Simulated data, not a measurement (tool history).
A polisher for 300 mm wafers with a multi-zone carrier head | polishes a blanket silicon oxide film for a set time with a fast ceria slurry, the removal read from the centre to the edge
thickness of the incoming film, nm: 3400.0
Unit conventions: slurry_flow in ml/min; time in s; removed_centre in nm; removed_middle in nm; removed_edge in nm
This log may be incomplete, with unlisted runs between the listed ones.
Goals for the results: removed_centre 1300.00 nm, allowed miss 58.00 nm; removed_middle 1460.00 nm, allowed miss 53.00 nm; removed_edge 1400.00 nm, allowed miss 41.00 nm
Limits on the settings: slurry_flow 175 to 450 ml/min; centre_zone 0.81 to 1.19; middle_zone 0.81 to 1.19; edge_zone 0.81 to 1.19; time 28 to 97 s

run,day,slurry_flow,centre_zone,middle_zone,edge_zone,time,removed_centre,removed_middle,removed_edge
1,0.000,290,1.00,1.00,1.00,62,971.85,952.18,999.04
2,0.033,250,1.00,1.00,1.00,62,963.56,943.91,987.99
3,0.258,255,1.00,1.03,1.02,65,1005.10,1011.50,1057.20
4,0.458,255,1.00,1.03,1.02,49,753.14,772.13,790.52
5,0.654,255,1.00,1.03,1.02,37,581.72,563.96,595.58
6,0.679,260,1.01,1.05,1.04,43,677.08,680.77,694.74
# day 0.938: worn pad replaced by a new one
7,0.938,265,1.01,1.06,1.06,48,861.33,853.77,883.35
8,1.271,285,1.00,1.08,1.07,48,840.17,877.09,882.39
9,1.308,305,1.00,1.09,1.09,49,857.31,906.75,909.23
10,1.508,305,1.00,1.11,1.11,51,908.20,972.92,962.15
11,1.858,310,1.00,1.12,1.12,53,934.04,984.99,995.82

Next run, 4 choices. One meets every target within its allowed miss, the rest don't. Which?
A,2.208,385,1.01,1.19,0.98,71,?,?,?
B,2.208,245,1.13,1.19,0.95,75,?,?,?
C,2.208,365,0.95,1.13,1.03,75,?,?,?
D,2.208,365,0.99,1.16,1.05,81,?,?,?

move,removed_centre,removed_middle,removed_edge
A,1313.60,1451.40,1286.70
B,1474.10,1461.10,1294.00
C,1297.70,1463.10,1383.80
D,1461.30,1614.20,1506.20
A: better than the last run, though not everything is in spec
B: better than the last run, though not everything is in spec
C: each result inside its tolerance
D: carries the result that was furthest off beyond its target, to the other side
So the answer is move C, the one that meets all the targets.
